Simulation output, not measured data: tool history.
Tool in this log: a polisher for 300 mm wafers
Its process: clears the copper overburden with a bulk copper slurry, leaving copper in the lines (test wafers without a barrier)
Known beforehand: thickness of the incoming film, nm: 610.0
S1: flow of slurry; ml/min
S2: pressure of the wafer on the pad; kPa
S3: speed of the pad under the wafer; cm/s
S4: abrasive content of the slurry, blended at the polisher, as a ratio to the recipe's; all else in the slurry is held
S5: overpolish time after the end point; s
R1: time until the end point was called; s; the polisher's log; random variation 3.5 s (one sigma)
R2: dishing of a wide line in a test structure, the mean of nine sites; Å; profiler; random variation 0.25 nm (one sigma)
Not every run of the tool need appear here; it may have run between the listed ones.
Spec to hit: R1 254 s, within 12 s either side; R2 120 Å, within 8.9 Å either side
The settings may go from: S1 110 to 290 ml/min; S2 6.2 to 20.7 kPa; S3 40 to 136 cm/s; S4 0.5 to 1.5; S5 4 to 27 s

run,hour,S1,S2,S3,S4,S5,R1,R2
1,0,185,13.1,88,1,14,113.49,352.53
2,7.1,200,13.1,88,1,14,113.9,345.18
3,8,210,12.4,86,1,13,118.93,334.05
4,12.3,210,12.4,72,1,13,136.08,309.76
5,17.5,200,11.7,70,1,12,146.89,271.36
6,20.7,195,11,68,1,11,159.78,250.66
7,26.7,195,11,68,1,11,160.95,246.73
8,29.7,195,11,68,1,11,162.22,252.89
9,36.9,185,10.3,68,1.05,10,175.42,215.73
10,39.1,180,9.7,68,1.05,9,181.89,197.72
11,41.8,130,6.2,60,1.05,4,301.68,60.315
12,47.5,130,6.2,60,1.05,4,317.75,60.522
13,52.3,140,6.2,60,1.05,4,305.33,61
14,58.1,150,6.2,60,1.05,4,302.21,61.249
15,62,155,6.2,58,1.05,4,309.57,59.379
16,63.4,155,6.2,58,1.05,4,300.43,60.906
17,64.6,155,9,58,1.05,10,215.83,175.56
18,69.1,150,7.6,62,1,10,257.09,165.55
19,74.3,140,7.6,68,1,9,239.15,161.87
20,77.4,155,6.9,66,1.1,9,248.76,143.26
21,82.1,155,6.9,66,1.1,8,257.59,127.74
22,88.7,155,6.9,66,1.05,8,253.48,131.44
23,90.4,155,6.9,66,1.05,5,254.66,87.668
24,96.7,150,6.9,70,1,6,249.83,107.84

Consider the 5 candidate settings below. Which is the only one whose results all fall within their allowed miss of target?
A,103,110,7.6,68,1.05,7,?,?
B,103,160,6.9,64,0.85,6,?,?
C,103,120,6.9,78,1.05,5,?,?
D,103,195,8.3,50,1,5,?,?
E,103,120,8.3,58,1,6,?,?

move,R1,R2
A,245.94,120.76
B,266.09,98.433
C,236.85,92.859
D,251.21,88.419
E,250.31,104.29
A: all results land within tolerance of their targets
B: misses by more than the last run did
C: misses by more than the last run did
D: misses by more than the last run did
E: misses by more than the last run did
Move A is the one to make.

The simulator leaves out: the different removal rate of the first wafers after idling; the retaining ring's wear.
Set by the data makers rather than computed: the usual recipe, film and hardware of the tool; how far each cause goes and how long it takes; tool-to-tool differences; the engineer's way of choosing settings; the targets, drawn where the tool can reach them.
